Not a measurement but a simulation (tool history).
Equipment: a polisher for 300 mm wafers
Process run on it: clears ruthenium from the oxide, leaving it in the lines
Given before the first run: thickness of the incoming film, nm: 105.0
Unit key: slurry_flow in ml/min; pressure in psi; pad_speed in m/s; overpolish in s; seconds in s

{"run": 1, "hour": 0.0, "slurry_flow": 160, "pressure": 1.9, "pad_speed": 1.02, "overpolish": 51, "seconds": 105.69}
{"run": 2, "hour": 8.0, "slurry_flow": 180, "pressure": 1.9, "pad_speed": 1.02, "overpolish": 51, "seconds": 106.07}
{"run": 3, "hour": 14.3, "slurry_flow": 180, "pressure": 2.0, "pad_speed": 1.02, "overpolish": 51, "seconds": 103.45}
{"run": 4, "hour": 20.4, "slurry_flow": 180, "pressure": 2.0, "pad_speed": 0.76, "overpolish": 51, "seconds": 124.62}
{"run": 5, "hour": 24.0, "slurry_flow": 180, "pressure": 2.3, "pad_speed": 0.76, "overpolish": 51, "seconds": 111.76}
{"run": 6, "hour": 25.7, "slurry_flow": 180, "pressure": 2.3, "pad_speed": 0.86, "overpolish": 51, "seconds": 103.4}
{"run": 7, "hour": 33.1, "slurry_flow": 180, "pressure": 2.4, "pad_speed": 0.9, "overpolish": 51, "seconds": 99.856}
{"run": 8, "hour": 37.2, "slurry_flow": 180, "pressure": 2.5, "pad_speed": 0.96, "overpolish": 51, "seconds": 89.713}
{"run": 9, "hour": 43.8, "slurry_flow": 180, "pressure": 2.6, "pad_speed": 1.0, "overpolish": 51, "seconds": 86.198}
{"run": 10, "hour": 48.2, "slurry_flow": 180, "pressure": 2.6, "pad_speed": 1.0, "overpolish": 51, "seconds": 85.174}
{"run": 11, "hour": 54.2, "slurry_flow": 180, "pressure": 2.7, "pad_speed": 1.04, "overpolish": 51, "seconds": 80.261}
{"run": 12, "hour": 62.9, "slurry_flow": 180, "pressure": 2.7, "pad_speed": 1.08, "overpolish": 51, "seconds": 81.193}

Run 13 comes next. What will it give?
{"run": 13, "hour": 65.6, "slurry_flow": 180, "pressure": 2.7, "pad_speed": 1.14, "overpolish": 51, "seconds": "?"}

seconds: 78.224 s

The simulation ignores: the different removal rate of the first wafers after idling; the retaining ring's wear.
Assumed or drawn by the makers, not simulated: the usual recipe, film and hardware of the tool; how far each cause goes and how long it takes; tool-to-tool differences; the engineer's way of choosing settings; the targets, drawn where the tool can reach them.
